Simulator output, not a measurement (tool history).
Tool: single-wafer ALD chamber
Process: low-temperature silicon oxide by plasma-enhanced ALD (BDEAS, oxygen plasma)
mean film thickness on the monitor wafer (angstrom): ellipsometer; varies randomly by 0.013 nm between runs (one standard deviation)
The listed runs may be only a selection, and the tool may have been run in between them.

run,day,heater temperature setpoint (K),number of ALD cycles (cycles),mean film thickness on the monitor wafer (angstrom)
1,0,363.15,49,70.846
2,0.117,372.15,49,68.85
3,0.362,379.15,49,67.752
4,0.5,379.15,54,74.38
5,0.712,381.15,52,71.644
6,0.9,375.15,52,72.444
7,1.038,377.15,50,69.492
8,1.333,379.15,49,67.943
9,1.433,380.15,48,66.407
10,1.696,381.15,47,64.568
11,1.954,382.15,47,64.682
12,2.242,383.15,47,64.375
13,2.408,384.15,47,64.481

Run 14, settings as shown, results not yet in. Your forecast:
14,2.508,385.15,47,?

Run 14 gave mean film thickness on the monitor wafer (angstrom) 64.208.

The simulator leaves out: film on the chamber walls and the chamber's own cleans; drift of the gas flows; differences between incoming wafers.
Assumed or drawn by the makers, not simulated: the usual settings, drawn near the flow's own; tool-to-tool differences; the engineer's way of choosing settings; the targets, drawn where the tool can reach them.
